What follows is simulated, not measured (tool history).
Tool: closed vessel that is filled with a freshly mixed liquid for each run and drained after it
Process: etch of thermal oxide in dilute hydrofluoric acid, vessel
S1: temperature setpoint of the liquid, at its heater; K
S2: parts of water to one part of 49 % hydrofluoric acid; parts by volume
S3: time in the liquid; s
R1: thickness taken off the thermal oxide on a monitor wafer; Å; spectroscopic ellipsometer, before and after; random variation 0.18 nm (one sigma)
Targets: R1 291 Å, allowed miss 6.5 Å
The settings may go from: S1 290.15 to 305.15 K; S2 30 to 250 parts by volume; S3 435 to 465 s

run	day	S1	S2	S3	R1
1	0	297.15	140	435	130.85
2	0.321	297.15	100	435	194.03
3	0.538	299.15	100	435	206.86
4	0.842	299.15	100	435	205.52
5	0.954	299.15	100	465	220.32
6	1.029	299.15	100	465	220.74
7	1.304	300.15	95	465	243.12
8	1.679	301.15	95	465	254.23
9	1.929	302.15	95	465	262.13
10	1.971	302.65	95	465	266.51
11	2.038	302.65	95	465	269.71
12	2.271	303.15	95	465	273.52
13	2.538	303.65	95	465	279.95

Which of these 5 next moves meets every target?
A	2.804	305.15	90	450	?
B	2.804	297.65	70	465	?
C	2.804	303.15	85	465	?
D	2.804	305.15	95	460	?
E	2.804	305.15	100	465	?

move	R1
A	302.97
B	307.48
C	309.22
D	291.32
E	277.79
A: takes the result that was furthest off past its target
B: takes the result that was furthest off past its target
C: takes the result that was furthest off past its target
D: meets every target
E: further off than the last run
Move D is the one to make.
